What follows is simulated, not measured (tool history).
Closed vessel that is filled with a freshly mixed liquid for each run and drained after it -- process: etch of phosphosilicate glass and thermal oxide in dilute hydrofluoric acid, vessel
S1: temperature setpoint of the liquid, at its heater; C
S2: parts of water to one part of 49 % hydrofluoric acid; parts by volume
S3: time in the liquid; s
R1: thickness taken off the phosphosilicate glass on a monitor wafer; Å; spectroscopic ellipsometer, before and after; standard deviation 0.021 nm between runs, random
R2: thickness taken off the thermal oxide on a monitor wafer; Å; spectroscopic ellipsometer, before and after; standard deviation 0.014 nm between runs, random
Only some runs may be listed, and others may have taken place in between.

| run | hour | S1 | S2 | S3 | R1 | R2 |
|---|---|---|---|---|---|---|
| 1 | 0 | 25 | 250 | 60 | 173.94 | 10.339 |
| 2 | 3.1 | 28 | 250 | 60 | 192.83 | 11.358 |
| 3 | 4.2 | 31 | 250 | 60 | 213.27 | 12.429 |
| 4 | 12.2 | 29 | 275 | 60 | 177.1 | 9.9265 |
| 5 | 19.6 | 27 | 290 | 60 | 154.63 | 8.8548 |
| 6 | 21.2 | 25.5 | 305 | 60 | 137.3 | 7.5788 |
| 7 | 29.9 | 24 | 320 | 60 | 123.37 | 7.5479 |
|  | 37.5 | thermometer replaced |
| 8 | 37.5 | 23.5 | 340 | 60 | 117.28 | 6.9881 |
| 9 | 39.8 | 23 | 360 | 60 | 107.17 | 6.3561 |

What does the tool deliver on the next run?
| 10 | 48 | 19 | 425 | 60 | ? | ? |

Run 10 measured R1 74.888 Å, R2 4.675 Å.
